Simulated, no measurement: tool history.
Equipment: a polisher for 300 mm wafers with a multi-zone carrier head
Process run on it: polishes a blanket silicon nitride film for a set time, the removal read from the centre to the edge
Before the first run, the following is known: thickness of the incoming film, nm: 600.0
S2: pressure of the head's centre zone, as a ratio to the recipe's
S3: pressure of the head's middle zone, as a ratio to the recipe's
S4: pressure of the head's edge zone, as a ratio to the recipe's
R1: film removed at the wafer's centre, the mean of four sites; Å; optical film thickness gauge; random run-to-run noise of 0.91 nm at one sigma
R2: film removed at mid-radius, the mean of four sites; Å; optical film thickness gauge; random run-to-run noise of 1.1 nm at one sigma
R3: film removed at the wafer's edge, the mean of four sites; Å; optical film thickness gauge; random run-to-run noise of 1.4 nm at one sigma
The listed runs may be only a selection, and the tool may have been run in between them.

run 1 day=0.000 | flow_of_slurry_(ml/min)=235 S2=1.00 S3=1.00 S4=1.00 polishing_time_(s)=58 | R1=1671.9 R2=1690.4 R3=1724.3
run 2 day=0.304 | flow_of_slurry_(ml/min)=235 S2=1.00 S3=1.00 S4=0.93 polishing_time_(s)=58 | R1=1662.7 R2=1677.4 R3=1672.4
run 3 day=0.508 | flow_of_slurry_(ml/min)=230 S2=0.98 S3=1.00 S4=0.92 polishing_time_(s)=55 | R1=1549.8 R2=1584.6 R3=1564.9
run 4 day=0.608 | flow_of_slurry_(ml/min)=230 S2=0.98 S3=1.00 S4=0.84 polishing_time_(s)=55 | R1=1537.4 R2=1582.1 R3=1488.8
run 5 day=0.917 | flow_of_slurry_(ml/min)=230 S2=0.98 S3=1.00 S4=0.84 polishing_time_(s)=47 | R1=1327.9 R2=1367.6 R3=1291.7
run 6 day=1.179 | flow_of_slurry_(ml/min)=230 S2=0.98 S3=1.00 S4=0.81 polishing_time_(s)=47 | R1=1319.2 R2=1362.7 R3=1291.8
run 7 day=1.492 | flow_of_slurry_(ml/min)=225 S2=0.96 S3=0.99 S4=0.81 polishing_time_(s)=46 | R1=1263.3 R2=1316.7 R3=1216.6
run 8 day=1.533 | flow_of_slurry_(ml/min)=225 S2=0.94 S3=0.98 S4=0.84 polishing_time_(s)=45 | R1=1224.7 R2=1267.8 R3=1225.2
run 9 day=1.592 | flow_of_slurry_(ml/min)=220 S2=0.92 S3=0.98 S4=0.85 polishing_time_(s)=44 | R1=1135.9 R2=1251.7 R3=1211.5
run 10 day=1.804 | flow_of_slurry_(ml/min)=215 S2=0.91 S3=0.97 S4=0.85 polishing_time_(s)=44 | R1=1128.2 R2=1238.5 R3=1185.2

Run 11 is up next; what results do you expect?
run 11 day=2.096 | flow_of_slurry_(ml/min)=210 S2=0.90 S3=0.96 S4=0.85 polishing_time_(s)=44 | R1=? R2=? R3=?

R1: 1092.1 Å
R2: 1185.0 Å
R3: 1217.0 Å
